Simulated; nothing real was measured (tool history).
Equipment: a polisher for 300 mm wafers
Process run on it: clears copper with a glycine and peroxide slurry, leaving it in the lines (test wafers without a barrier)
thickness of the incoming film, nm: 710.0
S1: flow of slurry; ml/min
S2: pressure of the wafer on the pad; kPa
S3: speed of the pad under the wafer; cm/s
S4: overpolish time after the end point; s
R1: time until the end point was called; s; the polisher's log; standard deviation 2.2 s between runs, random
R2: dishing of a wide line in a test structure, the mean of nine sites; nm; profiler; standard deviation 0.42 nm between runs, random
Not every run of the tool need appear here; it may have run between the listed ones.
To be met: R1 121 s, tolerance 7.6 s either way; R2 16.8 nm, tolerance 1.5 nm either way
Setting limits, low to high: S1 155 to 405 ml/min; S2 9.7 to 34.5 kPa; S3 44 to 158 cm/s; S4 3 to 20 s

run 1 hour=0 | S1=260 S2=22.1 S3=100 S4=10 | R1=106.27 R2=35.986
run 2 hour=2.8 | S1=300 S2=22.1 S3=100 S4=10 | R1=100.29 R2=37.122
run 3 hour=3.6 | S1=300 S2=20 S3=102 S4=8 | R1=108.95 R2=30.863
run 4 hour=7.8 | S1=300 S2=20 S3=102 S4=12 | R1=107.1 R2=38.337
run 5 hour=15 | S1=300 S2=20 S3=102 S4=10 | R1=105.88 R2=35.508
run 6 hour=20.9 | S1=300 S2=14.5 S3=102 S4=10 | R1=129.53 R2=33.258
run 7 hour=25.8 | S1=325 S2=17.9 S3=88 S4=8 | R1=132.3 R2=26.199
run 8 hour=34.7 | S1=345 S2=20 S3=82 S4=7 | R1=126.29 R2=26.007
run 9 hour=41.1 | S1=360 S2=21.4 S3=74 S4=6 | R1=128.1 R2=21.726
run 10 hour=46.5 | S1=370 S2=22.1 S3=72 S4=5 | R1=127.16 R2=18.539
run 11 hour=50.6 | S1=370 S2=22.8 S3=72 S4=5 | R1=128.12 R2=19.717
run 12 hour=57.3 | S1=375 S2=23.4 S3=72 S4=5 | R1=125.81 R2=18.965
run 13 hour=65.5 | S1=375 S2=24.1 S3=72 S4=5 | R1=123.4 R2=19.927
run 14 hour=73 | S1=380 S2=24.8 S3=72 S4=5 | R1=118.89 R2=20.6
run 15 hour=77.2 | S1=385 S2=24.8 S3=70 S4=5 | R1=120.42 R2=18.808

Which single option among these 4 for the next run brings every result within its allowed miss of target? Just one does.
run A hour=81.4 | S1=400 S2=24.8 S3=74 S4=3 | R1=? R2=?
run B hour=81.4 | S1=360 S2=25.5 S3=82 S4=3 | R1=? R2=?
run C hour=81.4 | S1=330 S2=34.5 S3=66 S4=3 | R1=? R2=?
run D hour=81.4 | S1=405 S2=27.6 S3=66 S4=4 | R1=? R2=?

move=A R1=121.82 R2=13.101
move=B R1=110.79 R2=14.215
move=C R1=108.54 R2=14.496
move=D R1=124.59 R2=16.542
A: the result that was furthest off in the last run now lies on the other side of its target
B: the result that was furthest off in the last run now lies on the other side of its target
C: the result that was furthest off in the last run now lies on the other side of its target
D: in spec on every target
The move that meets every target is D.
